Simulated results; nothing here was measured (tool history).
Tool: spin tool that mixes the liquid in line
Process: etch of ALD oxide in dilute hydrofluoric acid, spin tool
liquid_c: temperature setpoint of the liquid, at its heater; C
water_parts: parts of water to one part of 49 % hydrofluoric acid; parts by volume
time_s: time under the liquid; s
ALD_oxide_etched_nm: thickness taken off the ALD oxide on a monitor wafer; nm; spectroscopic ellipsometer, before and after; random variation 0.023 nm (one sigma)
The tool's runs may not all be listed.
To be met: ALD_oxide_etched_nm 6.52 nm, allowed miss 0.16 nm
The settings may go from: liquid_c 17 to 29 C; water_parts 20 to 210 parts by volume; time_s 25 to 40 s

run	hour	liquid_c	water_parts	time_s	ALD_oxide_etched_nm
1	0	21	115	40	10.287
2	5.4	20.5	120	40	9.6327
3	10.4	20	125	40	8.992
4	18.8	19.5	130	40	8.4811
# hour 24.8: thermometer replaced
5	24.8	22.5	130	40	8.6283
6	28.2	20.5	130	40	7.944
7	34.8	20	130	40	7.7813
8	42.7	20	130	40	7.7928

4 next moves are on the table. One of them brings every result within its allowed miss. Which?
A	50.6	25	120	25	?
B	50.6	20.5	160	40	?
C	50.6	19.5	125	30	?
D	50.6	21.5	150	35	?

move	ALD_oxide_etched_nm
A	6.5012
B	6.2575
C	5.9882
D	6.139
A: meets every target
B: takes the result that was furthest off past its target
C: takes the result that was furthest off past its target
D: takes the result that was furthest off past its target
Move A is the one to make.
